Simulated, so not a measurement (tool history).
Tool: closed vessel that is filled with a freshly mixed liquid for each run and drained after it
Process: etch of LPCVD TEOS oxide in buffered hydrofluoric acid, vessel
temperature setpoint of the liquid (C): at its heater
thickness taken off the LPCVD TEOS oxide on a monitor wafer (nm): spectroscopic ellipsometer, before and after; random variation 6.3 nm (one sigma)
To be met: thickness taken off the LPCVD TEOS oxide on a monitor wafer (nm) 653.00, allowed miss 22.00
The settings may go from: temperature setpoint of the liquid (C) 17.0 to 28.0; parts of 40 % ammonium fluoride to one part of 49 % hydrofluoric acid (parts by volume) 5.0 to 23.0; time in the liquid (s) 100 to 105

run,day,temperature setpoint of the liquid (C),parts of 40 % ammonium fluoride to one part of 49 % hydrofluoric acid (parts by volume),time in the liquid (s),thickness taken off the LPCVD TEOS oxide on a monitor wafer (nm)
1,0.000,20.0,14.0,100,324.63
2,0.292,21.5,13.5,100,369.00
3,0.612,22.5,13.0,100,410.19
4,0.667,23.5,12.5,100,441.49
5,0.908,25.0,12.5,100,477.24
6,1.167,25.5,12.0,100,516.61
7,1.517,26.0,12.0,100,536.16
8,1.875,26.5,12.0,100,544.64
9,2.154,27.5,11.0,100,625.49

4 next moves are on the table. One of them brings every result within its allowed miss. Which?
A,2.433,23.0,9.5,105,?
B,2.433,27.0,11.5,100,?
C,2.433,25.5,9.0,100,?
D,2.433,28.0,12.5,105,?

move,thickness taken off the LPCVD TEOS oxide on a monitor wafer (nm)
A,583.68
B,581.59
C,657.55
D,593.35
A: further off than the last run
B: further off than the last run
C: meets every target
D: further off than the last run
Move C is the one to make.

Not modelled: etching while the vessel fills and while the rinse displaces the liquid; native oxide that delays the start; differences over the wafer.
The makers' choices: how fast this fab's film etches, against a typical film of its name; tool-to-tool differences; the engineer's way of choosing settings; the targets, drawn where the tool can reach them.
